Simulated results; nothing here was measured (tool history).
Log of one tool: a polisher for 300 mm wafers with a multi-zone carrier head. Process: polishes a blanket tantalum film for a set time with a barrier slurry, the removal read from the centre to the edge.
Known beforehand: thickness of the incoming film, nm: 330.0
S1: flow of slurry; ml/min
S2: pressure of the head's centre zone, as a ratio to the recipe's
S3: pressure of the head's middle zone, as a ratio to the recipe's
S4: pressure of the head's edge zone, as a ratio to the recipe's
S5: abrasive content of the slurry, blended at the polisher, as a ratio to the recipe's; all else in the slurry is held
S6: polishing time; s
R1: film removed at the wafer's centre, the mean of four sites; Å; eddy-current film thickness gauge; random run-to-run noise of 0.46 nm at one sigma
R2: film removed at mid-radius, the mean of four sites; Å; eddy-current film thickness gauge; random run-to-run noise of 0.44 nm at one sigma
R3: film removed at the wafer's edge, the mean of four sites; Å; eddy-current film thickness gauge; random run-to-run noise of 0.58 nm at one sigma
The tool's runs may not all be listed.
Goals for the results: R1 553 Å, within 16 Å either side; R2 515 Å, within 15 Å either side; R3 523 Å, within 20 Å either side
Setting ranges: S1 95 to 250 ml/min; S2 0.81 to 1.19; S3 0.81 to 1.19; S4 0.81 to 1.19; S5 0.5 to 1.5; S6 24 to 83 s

| run | hour | S1 | S2 | S3 | S4 | S5 | S6 | R1 | R2 | R3 |
|---|---|---|---|---|---|---|---|---|---|---|
| 1 | 0 | 160 | 1 | 1 | 1 | 1 | 53 | 662.06 | 655.25 | 669.83 |
| 2 | 0.6 | 155 | 1 | 0.99 | 0.97 | 0.95 | 53 | 654.33 | 648.57 | 645.59 |
| 3 | 2.5 | 125 | 1 | 0.99 | 0.97 | 0.95 | 53 | 630.37 | 619.66 | 622.01 |
| 4 | 9.8 | 125 | 1 | 0.93 | 0.97 | 0.95 | 53 | 633.32 | 585.29 | 632.86 |
| 5 | 13.7 | 120 | 1 | 0.93 | 0.95 | 0.9 | 53 | 621.98 | 575.81 | 605.08 |
| 6 | 16.7 | 115 | 0.99 | 0.92 | 0.93 | 0.85 | 53 | 593.12 | 556.41 | 588.38 |
| 7 | 24.8 | 115 | 0.99 | 0.92 | 0.91 | 0.85 | 53 | 594.51 | 557.44 | 583.28 |
| 8 | 32.4 | 110 | 0.98 | 0.9 | 0.81 | 0.6 | 52 | 506.2 | 473.13 | 471.9 |
| 9 | 38.9 | 120 | 0.98 | 0.9 | 0.82 | 0.6 | 52 | 520.32 | 478.83 | 487.8 |

Below are 4 possible settings for the next run. Only one of them brings all results inside the allowed miss of their targets. Which is it?
| A | 45.4 | 95 | 0.84 | 0.9 | 0.86 | 0.6 | 63 | ? | ? | ? |
| B | 45.4 | 130 | 0.97 | 0.89 | 0.83 | 0.55 | 57 | ? | ? | ? |
| C | 45.4 | 95 | 1.13 | 1.07 | 0.81 | 0.75 | 49 | ? | ? | ? |
| D | 45.4 | 150 | 1.06 | 0.92 | 0.81 | 0.55 | 52 | ? | ? | ? |

| move | R1 | R2 | R3 |
|---|---|---|---|
| A | 540.3 | 553.81 | 580.38 |
| B | 560.51 | 511.2 | 522.26 |
| C | 561.1 | 539.54 | 475.43 |
| D | 560.21 | 491.4 | 479.73 |
A: moves the result that the last run missed by most past its target, out the other side
B: meets every target
C: moves the result that the last run missed by most past its target, out the other side
D: moves toward the targets from the last run without getting all of them in spec
Go with B: it meets all targets.
